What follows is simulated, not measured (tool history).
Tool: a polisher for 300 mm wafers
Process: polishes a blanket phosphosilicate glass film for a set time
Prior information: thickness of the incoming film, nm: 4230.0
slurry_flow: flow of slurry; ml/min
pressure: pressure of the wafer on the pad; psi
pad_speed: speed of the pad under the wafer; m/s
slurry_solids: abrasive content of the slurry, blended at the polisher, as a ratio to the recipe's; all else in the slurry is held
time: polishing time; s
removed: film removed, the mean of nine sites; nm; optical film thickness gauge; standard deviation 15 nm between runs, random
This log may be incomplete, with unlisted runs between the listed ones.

Run 1, hour 0: slurry_flow 175 ml/min, pressure 2.3 psi, pad_speed 1.08 m/s, slurry_solids 1, time 112 s. Result: removed 817.68 nm.
Run 2, hour 6: slurry_flow 175 ml/min, pressure 2.4 psi, pad_speed 1.08 m/s, slurry_solids 1, time 112 s. Result: removed 846.96 nm.
Run 3, hour 9.8: slurry_flow 175 ml/min, pressure 2.5 psi, pad_speed 1.08 m/s, slurry_solids 1, time 112 s. Result: removed 863.35 nm.
Run 4, hour 11.1: slurry_flow 175 ml/min, pressure 2.6 psi, pad_speed 1.08 m/s, slurry_solids 1, time 112 s. Result: removed 922.36 nm.
Run 5, hour 20: slurry_flow 175 ml/min, pressure 2.7 psi, pad_speed 1.08 m/s, slurry_solids 1, time 112 s. Result: removed 961.99 nm.
Run 6, hour 23.6: slurry_flow 175 ml/min, pressure 2.8 psi, pad_speed 1.08 m/s, slurry_solids 1, time 112 s. Result: removed 972.07 nm.

What will run 7 give?
Run 7, hour 25.2: slurry_flow 175 ml/min, pressure 2.9 psi, pad_speed 1.08 m/s, slurry_solids 1, time 112 s. Result: removed ?.

For run 7 the tool returned removed 1010.8 nm.
